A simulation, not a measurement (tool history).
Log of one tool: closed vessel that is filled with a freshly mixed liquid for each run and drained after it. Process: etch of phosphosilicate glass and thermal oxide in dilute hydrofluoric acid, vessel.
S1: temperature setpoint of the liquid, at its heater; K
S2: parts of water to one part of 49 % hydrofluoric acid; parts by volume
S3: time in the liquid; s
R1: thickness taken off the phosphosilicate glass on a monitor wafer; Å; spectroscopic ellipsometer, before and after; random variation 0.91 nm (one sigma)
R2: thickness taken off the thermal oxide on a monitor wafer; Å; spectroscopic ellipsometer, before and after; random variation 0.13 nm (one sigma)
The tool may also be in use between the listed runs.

run,hour,S1,S2,S3,R1,R2
1,0,297.15,265,60,384.29,9.3634
2,6.6,297.15,220,60,481.21,12.317
3,9,298.65,190,60,610,15.289
4,13.1,300.15,175,60,715.01,18.033
5,14.4,297.15,175,60,634.22,15.412
6,21.8,298.65,160,60,751.76,18.655
7,25.1,300.15,150,60,863.67,21.822
8,28.2,301.15,150,60,888.65,22.716
9,33.2,302.15,145,60,949.95,24.315
10,41.7,302.65,140,60,1031.4,25.317

The next listed run, before its measurement:
11,42.6,303.15,140,60,?,?

R1: 1038.6 Å
R2: 27.083 Å

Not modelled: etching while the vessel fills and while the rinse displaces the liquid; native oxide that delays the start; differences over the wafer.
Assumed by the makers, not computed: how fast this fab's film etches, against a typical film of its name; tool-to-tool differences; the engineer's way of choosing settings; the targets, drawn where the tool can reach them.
